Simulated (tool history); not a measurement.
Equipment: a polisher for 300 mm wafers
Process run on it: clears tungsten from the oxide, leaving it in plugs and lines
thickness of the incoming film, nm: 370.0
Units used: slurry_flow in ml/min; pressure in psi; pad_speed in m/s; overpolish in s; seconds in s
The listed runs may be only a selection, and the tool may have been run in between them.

run,hour,slurry_flow,pressure,pad_speed,slurry_solids,overpolish,seconds
1,0,140,3.8,1.12,1,9,67.343
2,8.9,145,4.1,1.12,1,9,63.255
3,16.3,145,4.1,1.12,0.85,9,65.825
4,19.4,145,4.1,1.34,0.85,9,54.943
5,20.1,145,4.1,1.34,0.7,9,58.821
6,20.8,150,4.3,1.34,0.7,9,54.896
7,27.7,155,4.4,1.34,0.7,9,52.791
8,31.1,160,4.4,1.34,0.7,9,54.032
9,39.9,160,4.4,1.34,0.7,9,53.393

Run 10, settings as shown, results not yet in. Your forecast:
10,48,160,4.5,1.34,0.7,9,?

Run 10 yielded seconds 52.667 s.
